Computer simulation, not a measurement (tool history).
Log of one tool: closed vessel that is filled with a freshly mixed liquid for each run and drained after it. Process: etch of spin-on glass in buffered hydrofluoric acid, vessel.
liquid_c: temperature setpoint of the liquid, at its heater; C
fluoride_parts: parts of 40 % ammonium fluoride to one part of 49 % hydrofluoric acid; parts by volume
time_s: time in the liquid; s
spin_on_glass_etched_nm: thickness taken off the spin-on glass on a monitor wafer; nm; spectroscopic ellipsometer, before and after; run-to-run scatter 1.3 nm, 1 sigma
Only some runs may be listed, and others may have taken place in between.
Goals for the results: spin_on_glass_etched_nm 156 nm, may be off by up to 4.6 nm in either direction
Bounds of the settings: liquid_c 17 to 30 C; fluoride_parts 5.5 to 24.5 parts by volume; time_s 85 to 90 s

| run | hour | liquid_c | fluoride_parts | time_s | spin_on_glass_etched_nm |
|---|---|---|---|---|---|
| 1 | 0 | 22 | 15 | 85 | 217.37 |
| 2 | 1.3 | 22 | 15 | 90 | 230.3 |
| 3 | 6.9 | 21.5 | 15.5 | 90 | 217.81 |
| 4 | 16.1 | 21.5 | 13 | 90 | 261.26 |
| 5 | 21.8 | 21 | 13.5 | 90 | 244.72 |
| 6 | 24.7 | 24 | 13.5 | 90 | 288.62 |
| 7 | 25.7 | 20 | 18 | 90 | 173.5 |
| 8 | 28.7 | 19.5 | 18 | 90 | 167.13 |
| 9 | 33.8 | 19 | 18 | 90 | 164.24 |

Which single option among these 5 for the next run brings every result within its allowed miss of target? Just one does.
| A | 38.9 | 17 | 17 | 85 | ? |
| B | 38.9 | 18 | 18 | 85 | ? |
| C | 38.9 | 19.5 | 19.5 | 85 | ? |
| D | 38.9 | 18.5 | 19.5 | 90 | ? |
| E | 38.9 | 19.5 | 18.5 | 85 | ? |

| move | spin_on_glass_etched_nm |
|---|---|
| A | 145.15 |
| B | 145.24 |
| C | 146.08 |
| D | 146.18 |
| E | 153.88 |
A: moves the result that the last run missed by most past its target, out the other side
B: moves the result that the last run missed by most past its target, out the other side
C: moves the result that the last run missed by most past its target, out the other side
D: moves the result that the last run missed by most past its target, out the other side
E: meets every target
The move that meets every target is E.
